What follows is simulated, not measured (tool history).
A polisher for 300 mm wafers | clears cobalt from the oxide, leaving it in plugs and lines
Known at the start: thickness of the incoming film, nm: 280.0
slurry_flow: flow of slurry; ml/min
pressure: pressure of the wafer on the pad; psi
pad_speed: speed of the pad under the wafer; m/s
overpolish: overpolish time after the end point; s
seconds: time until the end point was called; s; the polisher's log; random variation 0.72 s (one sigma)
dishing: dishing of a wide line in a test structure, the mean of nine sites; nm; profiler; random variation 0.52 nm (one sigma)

run 1 hour=0 | slurry_flow=180 pressure=2.2 pad_speed=1.18 overpolish=11 | seconds=34.011 dishing=46.086
run 2 hour=9 | slurry_flow=180 pressure=2.5 pad_speed=1.18 overpolish=11 | seconds=30.227 dishing=47.595
run 3 hour=12.9 | slurry_flow=180 pressure=2.4 pad_speed=1.14 overpolish=10 | seconds=32.49 dishing=46.018
run 4 hour=15.5 | slurry_flow=180 pressure=2.1 pad_speed=1.14 overpolish=10 | seconds=37.595 dishing=42.385
run 5 hour=20.8 | slurry_flow=165 pressure=2.1 pad_speed=1.14 overpolish=10 | seconds=37.746 dishing=41.548
run 6 hour=26.5 | slurry_flow=140 pressure=2.1 pad_speed=1.14 overpolish=10 | seconds=38.499 dishing=42.21
run 7 hour=29.6 | slurry_flow=190 pressure=1.5 pad_speed=1.1 overpolish=4 | seconds=53.453 dishing=17.615

Run 8 comes next. What will it give?
run 8 hour=31.7 | slurry_flow=185 pressure=1.5 pad_speed=1.1 overpolish=5 | seconds=? dishing=?

seconds: 51.7 s
dishing: 21.591 nm
